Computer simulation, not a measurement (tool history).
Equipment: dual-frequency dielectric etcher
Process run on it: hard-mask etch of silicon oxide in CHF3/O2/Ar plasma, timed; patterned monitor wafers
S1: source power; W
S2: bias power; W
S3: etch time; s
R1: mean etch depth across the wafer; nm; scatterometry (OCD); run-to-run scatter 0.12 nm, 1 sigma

run 1 hour=0 | S1=470 S2=195 S3=15 | R1=26
run 2 hour=4.4 | S1=540 S2=195 S3=15 | R1=27.247
run 3 hour=7.1 | S1=520 S2=191 S3=15 | R1=26.563
run 4 hour=9 | S1=520 S2=191 S3=14 | R1=24.893
run 5 hour=16 | S1=500 S2=190 S3=14 | R1=24.361
run 6 hour=17.2 | S1=500 S2=217 S3=14 | R1=25.964
run 7 hour=18.7 | S1=480 S2=215 S3=14 | R1=25.664
run 8 hour=26.3 | S1=460 S2=213 S3=14 | R1=25.409
run 9 hour=34.6 | S1=450 S2=209 S3=14 | R1=24.744
run 10 hour=43.1 | S1=440 S2=208 S3=14 | R1=24.355
run 11 hour=47.2 | S1=430 S2=207 S3=14 | R1=24.001
run 12 hour=50.5 | S1=420 S2=207 S3=14 | R1=23.663
run 13 hour=54.8 | S1=410 S2=207 S3=14 | R1=23.661

Expected results for the next run?
run 14 hour=60.6 | S1=400 S2=207 S3=14 | R1=?

R1: 23.283 nm
